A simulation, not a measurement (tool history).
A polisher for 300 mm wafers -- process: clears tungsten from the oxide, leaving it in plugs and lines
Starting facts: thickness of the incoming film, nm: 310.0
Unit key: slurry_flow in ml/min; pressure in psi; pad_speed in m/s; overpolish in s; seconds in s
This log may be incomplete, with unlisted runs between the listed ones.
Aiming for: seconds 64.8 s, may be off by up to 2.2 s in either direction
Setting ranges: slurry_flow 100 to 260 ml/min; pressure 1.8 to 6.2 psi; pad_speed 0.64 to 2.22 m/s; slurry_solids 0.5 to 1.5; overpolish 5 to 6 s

run 1 hour=0 | slurry_flow=165 pressure=4 pad_speed=1.42 slurry_solids=1 overpolish=6 | seconds=43.088
run 2 hour=6.6 | slurry_flow=160 pressure=3.6 pad_speed=1.42 slurry_solids=1 overpolish=6 | seconds=48.54
run 3 hour=10.2 | slurry_flow=125 pressure=3.6 pad_speed=1.42 slurry_solids=1 overpolish=6 | seconds=49.971
run 4 hour=13.2 | slurry_flow=125 pressure=3.6 pad_speed=1.42 slurry_solids=1 overpolish=6 | seconds=50.032
run 5 hour=20 | slurry_flow=125 pressure=3.3 pad_speed=1.42 slurry_solids=1 overpolish=6 | seconds=54.847
run 6 hour=26.5 | slurry_flow=125 pressure=3.1 pad_speed=1.42 slurry_solids=1 overpolish=6 | seconds=57.918
run 7 hour=33.6 | slurry_flow=125 pressure=3 pad_speed=1.42 slurry_solids=1 overpolish=6 | seconds=59.36
run 8 hour=39.4 | slurry_flow=125 pressure=2.9 pad_speed=1.42 slurry_solids=1 overpolish=6 | seconds=61.077

Consider the 4 candidate settings below. Which is the only one whose results all fall within their allowed miss of target?
run A hour=45.2 | slurry_flow=125 pressure=3 pad_speed=1.52 slurry_solids=0.95 overpolish=6 | seconds=?
run B hour=45.2 | slurry_flow=130 pressure=2.9 pad_speed=1.58 slurry_solids=0.8 overpolish=6 | seconds=?
run C hour=45.2 | slurry_flow=160 pressure=3.2 pad_speed=1.36 slurry_solids=1.15 overpolish=6 | seconds=?
run D hour=45.2 | slurry_flow=140 pressure=2.5 pad_speed=1.48 slurry_solids=1.1 overpolish=6 | seconds=?

move=A seconds=55.155
move=B seconds=56.981
move=C seconds=52.644
move=D seconds=63.534
A: the biggest miss grows against the last run
B: the biggest miss grows against the last run
C: the biggest miss grows against the last run
D: all results land within tolerance of their targets
D is the move that brings every result within its allowed miss.
